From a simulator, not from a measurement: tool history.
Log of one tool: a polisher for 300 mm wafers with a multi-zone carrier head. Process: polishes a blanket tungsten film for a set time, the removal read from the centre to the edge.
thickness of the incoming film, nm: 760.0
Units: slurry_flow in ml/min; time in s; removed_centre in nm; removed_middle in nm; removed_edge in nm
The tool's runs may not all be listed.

run	day	slurry_flow	centre_zone	middle_zone	edge_zone	slurry_solids	time	removed_centre	removed_middle	removed_edge
1	0.000	170	1.00	1.00	1.00	1.00	32	107.050	105.860	104.570
2	0.162	165	0.96	1.00	0.98	0.90	32	99.751	101.130	101.660
3	0.488	205	0.96	1.00	0.98	0.90	32	100.110	106.200	103.030
4	0.750	210	0.94	1.01	0.96	0.80	31	95.197	101.050	98.289
5	0.783	185	0.94	1.01	0.96	0.80	31	93.906	100.440	94.237
6	0.904	185	0.91	1.01	0.97	0.75	30	88.280	94.583	93.841
7	0.946	190	0.89	1.02	0.96	0.70	29	82.166	92.648	88.690
8	1.150	185	0.87	1.02	0.95	0.65	29	80.159	92.337	84.461
9	1.400	150	0.81	1.00	1.01	0.65	29	72.475	88.611	88.365
10	1.767	150	0.81	1.00	1.00	0.65	29	72.214	87.211	89.212

Run 11 comes next. What will it give?
11	2.021	150	0.81	1.01	0.99	0.65	29	?	?	?

removed_centre: 72.072 nm
removed_middle: 86.881 nm
removed_edge: 87.189 nm
